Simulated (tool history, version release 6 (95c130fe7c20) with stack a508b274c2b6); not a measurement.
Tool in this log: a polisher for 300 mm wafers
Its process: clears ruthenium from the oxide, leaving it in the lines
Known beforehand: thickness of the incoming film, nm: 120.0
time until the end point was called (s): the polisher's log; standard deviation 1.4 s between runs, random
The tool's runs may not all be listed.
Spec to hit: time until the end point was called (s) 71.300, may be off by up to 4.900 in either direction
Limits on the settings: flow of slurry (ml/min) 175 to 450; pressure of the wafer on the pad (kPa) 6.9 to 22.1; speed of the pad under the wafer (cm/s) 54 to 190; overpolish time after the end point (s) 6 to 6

run	hour	flow of slurry (ml/min)	pressure of the wafer on the pad (kPa)	speed of the pad under the wafer (cm/s)	overpolish time after the end point (s)	time until the end point was called (s)
1	0.0	290	14.5	122	6	102.700
2	6.2	330	14.5	122	6	101.440
3	12.4	330	15.2	124	6	95.074
4	21.3	330	15.9	124	6	90.629
5	26.8	330	16.5	124	6	88.771
6	29.3	290	16.5	124	6	90.230
# hour 31.0: slurry nozzle cleaned
7	31.0	290	17.2	126	6	81.602
8	37.8	290	17.9	128	6	77.700

Which one of the following 5 next-run settings gets every result inside its allowed miss? There is exactly one.
A	44.6	240	15.9	136	6	?
B	44.6	390	15.9	130	6	?
C	44.6	290	17.9	134	6	?
D	44.6	285	13.8	142	6	?
E	44.6	310	20.0	102	6	?

move	time until the end point was called (s)
A	84.731
B	85.073
C	74.969
D	91.579
E	87.284
A: its largest miss is bigger than the last run's
B: its largest miss is bigger than the last run's
C: in spec on every target
D: its largest miss is bigger than the last run's
E: its largest miss is bigger than the last run's
The right move is C.

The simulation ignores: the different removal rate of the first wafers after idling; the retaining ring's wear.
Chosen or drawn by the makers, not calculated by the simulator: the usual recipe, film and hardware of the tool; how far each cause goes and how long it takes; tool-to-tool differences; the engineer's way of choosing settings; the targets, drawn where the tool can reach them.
